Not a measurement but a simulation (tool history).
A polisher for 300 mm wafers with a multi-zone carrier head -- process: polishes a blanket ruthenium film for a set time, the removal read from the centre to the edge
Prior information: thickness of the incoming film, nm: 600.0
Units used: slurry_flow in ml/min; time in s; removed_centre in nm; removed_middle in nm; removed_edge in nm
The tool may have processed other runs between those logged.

run	day	slurry_flow	centre_zone	middle_zone	edge_zone	time	removed_centre	removed_middle	removed_edge
1	0	215	1	1	1	87	101.7	100.18	103.84
2	0.325	225	0.96	0.98	1.06	89	103.29	101.05	108.56
3	0.538	225	0.96	0.98	1.06	69	77.209	76.801	85.665
4	0.562	225	0.96	0.98	0.98	69	78.786	79.184	81.102
5	0.808	225	0.96	0.98	0.9	69	77.656	77.711	78.876
6	1.071	225	0.99	0.98	0.9	69	82.602	76.142	78.407

The next listed run, before its measurement:
7	1.358	205	0.96	0.94	0.98	79	?	?	?

removed_centre: 88.518 nm
removed_middle: 85.246 nm
removed_edge: 93.615 nm

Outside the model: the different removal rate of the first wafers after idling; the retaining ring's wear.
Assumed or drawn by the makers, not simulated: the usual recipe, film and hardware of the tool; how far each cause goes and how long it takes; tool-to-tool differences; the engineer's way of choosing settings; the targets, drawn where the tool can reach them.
